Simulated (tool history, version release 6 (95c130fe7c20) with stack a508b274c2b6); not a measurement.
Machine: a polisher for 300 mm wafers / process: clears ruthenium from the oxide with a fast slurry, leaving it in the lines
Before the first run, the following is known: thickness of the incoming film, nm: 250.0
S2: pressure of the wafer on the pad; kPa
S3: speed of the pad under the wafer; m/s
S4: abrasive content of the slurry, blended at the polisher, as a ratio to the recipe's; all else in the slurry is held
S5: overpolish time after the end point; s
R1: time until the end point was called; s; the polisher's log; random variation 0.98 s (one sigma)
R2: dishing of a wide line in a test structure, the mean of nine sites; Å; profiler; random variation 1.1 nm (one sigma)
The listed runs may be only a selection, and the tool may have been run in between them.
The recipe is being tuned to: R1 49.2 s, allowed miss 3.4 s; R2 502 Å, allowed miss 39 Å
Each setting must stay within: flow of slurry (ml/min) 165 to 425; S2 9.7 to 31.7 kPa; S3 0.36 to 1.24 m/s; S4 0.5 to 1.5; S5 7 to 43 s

{"run": 1, "hour": 0.0, "flow of slurry (ml/min)": 275, "S2": 20.7, "S3": 0.8, "S4": 1, "S5": 22, "R1": 66.872, "R2": 668.39}
{"run": 2, "hour": 8.7, "flow of slurry (ml/min)": 275, "S2": 20.7, "S3": 0.8, "S4": 1.15, "S5": 22, "R1": 61.728, "R2": 678.51}
{"run": 3, "hour": 13.6, "flow of slurry (ml/min)": 310, "S2": 20.7, "S3": 0.8, "S4": 1.15, "S5": 22, "R1": 61.58, "R2": 700.31}
{"run": 4, "hour": 17.7, "flow of slurry (ml/min)": 310, "S2": 21.4, "S3": 0.8, "S4": 1.15, "S5": 20, "R1": 58.81, "R2": 671.63}
{"run": 5, "hour": 20.9, "flow of slurry (ml/min)": 370, "S2": 21.4, "S3": 0.8, "S4": 1.15, "S5": 20, "R1": 60.404, "R2": 688.36}
{"run": 6, "hour": 23.5, "flow of slurry (ml/min)": 370, "S2": 21.4, "S3": 0.8, "S4": 1.15, "S5": 18, "R1": 56.741, "R2": 598.46}
{"run": 7, "hour": 29.1, "flow of slurry (ml/min)": 370, "S2": 21.4, "S3": 0.8, "S4": 1.15, "S5": 17, "R1": 57.106, "R2": 566.12}
{"run": 8, "hour": 31.1, "flow of slurry (ml/min)": 370, "S2": 21.4, "S3": 0.8, "S4": 1.15, "S5": 16, "R1": 57.06, "R2": 547.47}
{"run": 9, "hour": 35.6, "flow of slurry (ml/min)": 370, "S2": 21.4, "S3": 0.8, "S4": 1.15, "S5": 15, "R1": 58.023, "R2": 512.39}
{"run": 10, "hour": 37.3, "flow of slurry (ml/min)": 370, "S2": 22.1, "S3": 0.8, "S4": 1.15, "S5": 15, "R1": 56.53, "R2": 546.29}
{"run": 11, "hour": 44.3, "flow of slurry (ml/min)": 370, "S2": 22.1, "S3": 0.8, "S4": 1.15, "S5": 14, "R1": 56.948, "R2": 512.7}
{"run": 12, "hour": 51.6, "flow of slurry (ml/min)": 370, "S2": 25.5, "S3": 0.82, "S4": 1.15, "S5": 10, "R1": 47.8, "R2": 453.82}

Pick the move, out of 5, that brings all results within their allowed miss; only one does.
{"run": "A", "hour": 58.9, "flow of slurry (ml/min)": 330, "S2": 29, "S3": 0.76, "S4": 0.95, "S5": 12, "R1": "?", "R2": "?"}
{"run": "B", "hour": 58.9, "flow of slurry (ml/min)": 370, "S2": 25.5, "S3": 0.86, "S4": 1.05, "S5": 9, "R1": "?", "R2": "?"}
{"run": "C", "hour": 58.9, "flow of slurry (ml/min)": 370, "S2": 24.1, "S3": 0.82, "S4": 1.15, "S5": 10, "R1": "?", "R2": "?"}
{"run": "D", "hour": 58.9, "flow of slurry (ml/min)": 275, "S2": 24.1, "S3": 1.02, "S4": 1.1, "S5": 11, "R1": "?", "R2": "?"}
{"run": "E", "hour": 58.9, "flow of slurry (ml/min)": 325, "S2": 23.4, "S3": 1.02, "S4": 1.25, "S5": 10, "R1": "?", "R2": "?"}

move=A R1=50.863 R2=499.36
move=B R1=48.552 R2=401.04
move=C R1=51.726 R2=416.81
move=D R1=43.496 R2=531.37
move=E R1=42.011 R2=503.36
A: all results land within tolerance of their targets
B: the biggest miss grows against the last run
C: the biggest miss grows against the last run
D: gets the furthest-off result to its target, but another result is out of tolerance
E: gets the furthest-off result to its target, but another result is out of tolerance
A meets every target.
